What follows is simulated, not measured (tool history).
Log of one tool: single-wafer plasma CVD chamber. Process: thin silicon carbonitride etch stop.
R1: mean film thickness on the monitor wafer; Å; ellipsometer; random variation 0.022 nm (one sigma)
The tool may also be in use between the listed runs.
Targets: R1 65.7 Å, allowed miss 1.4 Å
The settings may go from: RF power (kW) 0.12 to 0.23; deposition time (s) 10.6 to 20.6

Run 1, day 0: RF power (kW) 0.175, deposition time (s) 15.6. Result: R1 81.35 Å.
Run 2, day 0.154: RF power (kW) 0.175, deposition time (s) 16.5. Result: R1 86.646 Å.
Run 3, day 0.238: RF power (kW) 0.17, deposition time (s) 16.1. Result: R1 84.123 Å.
Run 4, day 0.296: RF power (kW) 0.17, deposition time (s) 17.9. Result: R1 92.947 Å.
Run 5, day 0.346: RF power (kW) 0.17, deposition time (s) 19.1. Result: R1 99.574 Å.
Run 6, day 0.425: RF power (kW) 0.17, deposition time (s) 20.6. Result: R1 107.06 Å.
Run 7, day 0.8: RF power (kW) 0.17, deposition time (s) 20.6. Result: R1 107.21 Å.
Run 8, day 0.9: RF power (kW) 0.165, deposition time (s) 19.6. Result: R1 101.14 Å.
Run 9, day 1.258: RF power (kW) 0.16, deposition time (s) 18.7. Result: R1 95 Å.
Run 10, day 1.367: RF power (kW) 0.155, deposition time (s) 18. Result: R1 91.072 Å.
Run 11, day 1.438: RF power (kW) 0.15, deposition time (s) 17.3. Result: R1 86.366 Å.
Run 12, day 1.542: RF power (kW) 0.145, deposition time (s) 16.8. Result: R1 83.276 Å.
Run 13, day 1.838: RF power (kW) 0.14, deposition time (s) 16.4. Result: R1 80.308 Å.
Run 14, day 2.204: RF power (kW) 0.14, deposition time (s) 16. Result: R1 78.569 Å.

Which of these 4 next moves meets every target?
Run A, day 2.571: RF power (kW) 0.145, deposition time (s) 13.9. Result: R1 ?.
Run B, day 2.571: RF power (kW) 0.14, deposition time (s) 13.9. Result: R1 ?.
Run C, day 2.571: RF power (kW) 0.12, deposition time (s) 13.4. Result: R1 ?.
Run D, day 2.571: RF power (kW) 0.125, deposition time (s) 13.8. Result: R1 ?.

move      R1
   A  68.905
   B  68.173
   C  62.704
   D  65.385
A: nearer than the last run, and not there yet
B: nearer than the last run, and not there yet
C: takes the result that was furthest off past its target
D: meets every target
The right move is D.

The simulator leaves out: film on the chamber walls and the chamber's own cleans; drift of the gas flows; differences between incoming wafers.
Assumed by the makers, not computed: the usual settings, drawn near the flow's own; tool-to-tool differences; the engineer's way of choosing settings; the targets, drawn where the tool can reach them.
